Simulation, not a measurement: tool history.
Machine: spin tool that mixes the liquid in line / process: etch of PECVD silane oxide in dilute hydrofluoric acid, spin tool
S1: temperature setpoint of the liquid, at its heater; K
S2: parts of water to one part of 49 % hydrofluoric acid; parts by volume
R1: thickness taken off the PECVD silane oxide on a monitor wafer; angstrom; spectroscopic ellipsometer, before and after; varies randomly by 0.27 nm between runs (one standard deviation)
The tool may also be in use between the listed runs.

Run 1, day 0.000: S1 296.15 K, S2 135 parts by volume, time under the liquid (s) 290. Result: R1 340.52 angstrom.
Run 2, day 0.221: S1 293.15 K, S2 135 parts by volume, time under the liquid (s) 290. Result: R1 302.58 angstrom.
Run 3, day 0.425: S1 293.15 K, S2 135 parts by volume, time under the liquid (s) 315. Result: R1 327.38 angstrom.
Run 4, day 0.521: S1 292.15 K, S2 135 parts by volume, time under the liquid (s) 315. Result: R1 311.79 angstrom.
Run 5, day 0.696: S1 292.15 K, S2 165 parts by volume, time under the liquid (s) 315. Result: R1 252.71 angstrom.
Run 6, day 0.929: S1 292.15 K, S2 165 parts by volume, time under the liquid (s) 290. Result: R1 231.33 angstrom.
Run 7, day 1.221: S1 293.15 K, S2 165 parts by volume, time under the liquid (s) 290. Result: R1 238.21 angstrom.
Run 8, day 1.271: S1 294.15 K, S2 165 parts by volume, time under the liquid (s) 290. Result: R1 254.43 angstrom.
Run 9, day 1.583: S1 294.15 K, S2 165 parts by volume, time under the liquid (s) 290. Result: R1 249.74 angstrom.

Estimate the outcome of run 10 from the log above:
Run 10, day 1.792: S1 294.65 K, S2 165 parts by volume, time under the liquid (s) 290. Result: R1 ?.

Run 10 yielded R1 254.77 angstrom.
